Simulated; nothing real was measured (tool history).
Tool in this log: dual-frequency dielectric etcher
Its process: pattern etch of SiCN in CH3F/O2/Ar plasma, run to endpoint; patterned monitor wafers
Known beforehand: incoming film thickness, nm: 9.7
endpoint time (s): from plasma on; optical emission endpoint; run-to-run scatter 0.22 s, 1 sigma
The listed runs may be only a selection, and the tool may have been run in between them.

run  hour  source power (W)  bias power (W)  endpoint time (s)
  1   0.0               490              98             22.448
  2   1.8               460              98             23.606
  3   8.7               540              98             21.814
  4  10.5               520              96             22.726
  5  18.3               520              87             22.758
  6  20.2               500              85             23.206
  7  23.7               480              83             23.428
  8  31.9               460              81             24.437
  9  39.5               450              80             24.226

Run 10, settings as shown, results not yet in. Your forecast:
 10  40.7               440              79                  ?

{"run 10": {"endpoint time (s)": 24.575}}
